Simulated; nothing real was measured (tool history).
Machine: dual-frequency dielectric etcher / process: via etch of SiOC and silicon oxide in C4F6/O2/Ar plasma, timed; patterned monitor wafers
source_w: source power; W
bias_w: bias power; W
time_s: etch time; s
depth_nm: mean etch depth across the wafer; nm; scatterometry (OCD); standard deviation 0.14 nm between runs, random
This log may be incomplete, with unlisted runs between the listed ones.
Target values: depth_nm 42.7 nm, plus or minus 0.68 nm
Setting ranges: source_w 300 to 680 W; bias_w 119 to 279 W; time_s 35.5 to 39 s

run,hour,source_w,bias_w,time_s,depth_nm
1,0,490,199,39,54.357
2,8.2,410,199,39,49.339
3,8.8,380,195,39,46.833
4,11.4,380,195,39,46.745
5,18.5,360,194,39,44.742
6,19.4,360,194,39,45.018
7,22.9,300,187,39,38.872
8,28.8,320,187,39,40.78
# hour 37.1: wet clean of the chamber
9,37.1,330,187,39,39.787
10,39.1,340,187,39,40.915
11,45.1,390,189,39,44.875
12,53,380,189,39,44.081

5 next moves are on the table. One of them brings every result within its allowed miss. Which?
A,60.9,380,206,38.5,?
B,60.9,380,194,39,?
C,60.9,430,179,38.5,?
D,60.9,400,196,39,?
E,60.9,390,204,36,?

move,depth_nm
A,44.897
B,44.37
C,45.727
D,46.008
E,42.5
A: further off than the last run
B: further off than the last run
C: further off than the last run
D: further off than the last run
E: each result inside its tolerance
E is the move that brings every result within its allowed miss.
